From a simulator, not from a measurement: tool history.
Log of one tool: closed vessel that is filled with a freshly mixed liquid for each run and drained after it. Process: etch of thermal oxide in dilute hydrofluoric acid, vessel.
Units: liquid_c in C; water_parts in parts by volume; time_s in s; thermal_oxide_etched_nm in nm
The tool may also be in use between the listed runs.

| run | hour | liquid_c | water_parts | time_s | thermal_oxide_etched_nm |
|---|---|---|---|---|---|
| 1 | 0 | 24 | 125 | 590 | 22.93 |
| 2 | 6.8 | 20.5 | 125 | 590 | 19.958 |
| 3 | 10.2 | 20.5 | 125 | 590 | 19.862 |
| 4 | 13.8 | 20.5 | 150 | 590 | 16.105 |
| 5 | 19.7 | 22 | 140 | 590 | 18.591 |
| 6 | 21.3 | 22 | 115 | 590 | 23.344 |
| 7 | 27.4 | 23.5 | 110 | 590 | 25.945 |

Forecast run 8:
| 8 | 30 | 27.5 | 80 | 590 | ? |

Run 8 gave thermal_oxide_etched_nm 42.913 nm.

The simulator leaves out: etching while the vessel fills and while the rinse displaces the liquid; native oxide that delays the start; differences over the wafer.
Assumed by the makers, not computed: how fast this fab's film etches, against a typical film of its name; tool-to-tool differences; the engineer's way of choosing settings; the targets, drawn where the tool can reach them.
